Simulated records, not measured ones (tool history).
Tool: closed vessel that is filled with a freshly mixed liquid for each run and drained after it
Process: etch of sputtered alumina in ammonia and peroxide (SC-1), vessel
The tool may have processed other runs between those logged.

| run | hour | temperature setpoint of the liquid (K) | parts of 29 % ammonia solution to one part of 30 % peroxide (parts by volume) | time in the liquid (s) | thickness taken off the sputtered alumina on a monitor wafer (nm) |
|---|---|---|---|---|---|
| 1 | 0.0 | 327.15 | 0.65 | 490 | 28.282 |
| 2 | 7.7 | 327.65 | 0.65 | 490 | 28.957 |
| 3 | 12.2 | 327.65 | 0.65 | 530 | 31.284 |
| 4 | 18.9 | 327.65 | 0.50 | 530 | 30.424 |
| 5 | 23.2 | 327.65 | 0.35 | 530 | 29.491 |
| 6 | 25.8 | 328.15 | 0.35 | 530 | 30.313 |

Estimate the outcome of run 7 from the log above:
| 7 | 28.7 | 328.65 | 0.35 | 530 | ? |

Run 7 produced thickness taken off the sputtered alumina on a monitor wafer (nm) 31.107.

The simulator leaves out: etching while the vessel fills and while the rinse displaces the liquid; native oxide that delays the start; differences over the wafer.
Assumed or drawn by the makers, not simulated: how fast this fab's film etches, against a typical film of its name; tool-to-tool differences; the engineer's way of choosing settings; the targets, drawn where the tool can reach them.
